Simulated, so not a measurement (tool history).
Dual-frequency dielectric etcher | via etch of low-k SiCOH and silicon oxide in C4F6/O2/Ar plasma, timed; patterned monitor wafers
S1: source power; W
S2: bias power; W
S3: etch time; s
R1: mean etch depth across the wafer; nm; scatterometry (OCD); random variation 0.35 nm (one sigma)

| run | day | S1 | S2 | S3 | R1 |
|---|---|---|---|---|---|
| 1 | 0.000 | 290 | 250 | 44 | 108.450 |
| 2 | 0.267 | 290 | 250 | 46 | 114.160 |
| 3 | 0.400 | 270 | 235 | 46 | 106.410 |
| 4 | 0.550 | 270 | 235 | 44 | 101.340 |
| 5 | 0.688 | 270 | 235 | 46 | 106.210 |
| 6 | 0.708 | 270 | 207 | 46 | 100.200 |
| 7 | 0.900 | 260 | 205 | 46 | 97.942 |
| 8 | 1.271 | 250 | 204 | 46 | 96.528 |
| 9 | 1.588 | 240 | 202 | 46 | 93.473 |

Forecast run 10:
| 10 | 1.683 | 230 | 202 | 46 | ? |

R1: 92.291 nm
